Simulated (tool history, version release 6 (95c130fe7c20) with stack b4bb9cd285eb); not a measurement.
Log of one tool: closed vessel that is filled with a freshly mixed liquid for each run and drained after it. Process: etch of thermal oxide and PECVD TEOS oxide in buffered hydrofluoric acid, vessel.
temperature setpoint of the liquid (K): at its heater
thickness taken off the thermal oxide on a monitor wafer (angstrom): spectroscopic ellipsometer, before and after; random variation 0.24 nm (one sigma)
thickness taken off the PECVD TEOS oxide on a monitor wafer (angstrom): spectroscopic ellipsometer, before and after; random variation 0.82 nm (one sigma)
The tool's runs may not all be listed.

| run | hour | temperature setpoint of the liquid (K) | parts of 40 % ammonium fluoride to one part of 49 % hydrofluoric acid (parts by volume) | time in the liquid (s) | thickness taken off the thermal oxide on a monitor wafer (angstrom) | thickness taken off the PECVD TEOS oxide on a monitor wafer (angstrom) |
|---|---|---|---|---|---|---|
| 1 | 0.0 | 296.15 | 9.0 | 60 | 801.95 | 1589.1 |
| 2 | 1.2 | 296.15 | 10.5 | 60 | 716.93 | 1400.1 |
| 3 | 5.9 | 298.65 | 10.5 | 60 | 815.33 | 1610.4 |
| 4 | 12.4 | 296.65 | 10.5 | 60 | 732.16 | 1448.5 |
| 5 | 17.5 | 295.15 | 10.5 | 60 | 676.31 | 1312.4 |
| 6 | 24.4 | 294.15 | 10.5 | 60 | 643.09 | 1243.0 |
| 7 | 32.0 | 293.65 | 10.5 | 60 | 623.07 | 1244.3 |
| 8 | 35.9 | 293.15 | 10.5 | 60 | 606.92 | 1185.2 |

Forecast run 9:
| 9 | 37.5 | 292.65 | 10.5 | 60 | ? | ? |

thickness taken off the thermal oxide on a monitor wafer (angstrom): 588.30
thickness taken off the PECVD TEOS oxide on a monitor wafer (angstrom): 1165.6

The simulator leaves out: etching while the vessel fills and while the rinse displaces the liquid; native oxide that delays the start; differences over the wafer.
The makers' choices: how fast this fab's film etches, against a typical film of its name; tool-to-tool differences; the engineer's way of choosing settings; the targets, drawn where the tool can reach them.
